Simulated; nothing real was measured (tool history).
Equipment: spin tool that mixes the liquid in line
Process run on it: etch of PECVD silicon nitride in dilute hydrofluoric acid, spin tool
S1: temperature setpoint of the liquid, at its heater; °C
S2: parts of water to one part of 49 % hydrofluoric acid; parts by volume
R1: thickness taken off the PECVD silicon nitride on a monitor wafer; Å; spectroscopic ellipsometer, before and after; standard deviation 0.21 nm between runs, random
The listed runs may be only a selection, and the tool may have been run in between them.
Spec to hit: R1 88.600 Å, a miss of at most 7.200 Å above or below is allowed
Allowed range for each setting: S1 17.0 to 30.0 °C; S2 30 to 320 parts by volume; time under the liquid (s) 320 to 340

{"run": 1, "hour": 0.0, "S1": 22.0, "S2": 175, "time under the liquid (s)": 320, "R1": 28.214}
{"run": 2, "hour": 8.7, "S1": 22.0, "S2": 175, "time under the liquid (s)": 340, "R1": 29.085}
{"run": 3, "hour": 11.5, "S1": 22.0, "S2": 175, "time under the liquid (s)": 320, "R1": 27.465}
{"run": 4, "hour": 14.3, "S1": 24.0, "S2": 135, "time under the liquid (s)": 325, "R1": 40.744}
{"run": 5, "hour": 23.2, "S1": 27.5, "S2": 135, "time under the liquid (s)": 325, "R1": 53.451}
{"run": 6, "hour": 25.4, "S1": 28.0, "S2": 115, "time under the liquid (s)": 325, "R1": 61.717}
{"run": 7, "hour": 33.8, "S1": 28.5, "S2": 105, "time under the liquid (s)": 325, "R1": 67.768}
{"run": 8, "hour": 39.1, "S1": 30.0, "S2": 70, "time under the liquid (s)": 330, "R1": 113.93}

Of the 5 settings listed for the next run, only one would bring every result within its allowed miss of target. Which one?
{"run": "A", "hour": 44.4, "S1": 28.5, "S2": 60, "time under the liquid (s)": 330, "R1": "?"}
{"run": "B", "hour": 44.4, "S1": 30.0, "S2": 95, "time under the liquid (s)": 340, "R1": "?"}
{"run": "C", "hour": 44.4, "S1": 30.0, "S2": 75, "time under the liquid (s)": 320, "R1": "?"}
{"run": "D", "hour": 44.4, "S1": 30.0, "S2": 75, "time under the liquid (s)": 340, "R1": "?"}
{"run": "E", "hour": 44.4, "S1": 27.5, "S2": 95, "time under the liquid (s)": 325, "R1": "?"}

move=A R1=128.040
move=B R1=91.810
move=C R1=109.500
move=D R1=116.350
move=E R1=74.867
A: lands further from the targets than the last run did
B: every result within its allowed miss
C: nearer than the last run, and not there yet
D: lands further from the targets than the last run did
E: moves the result that the last run missed by most past its target, out the other side
So the answer is move B, the one that meets all the targets.
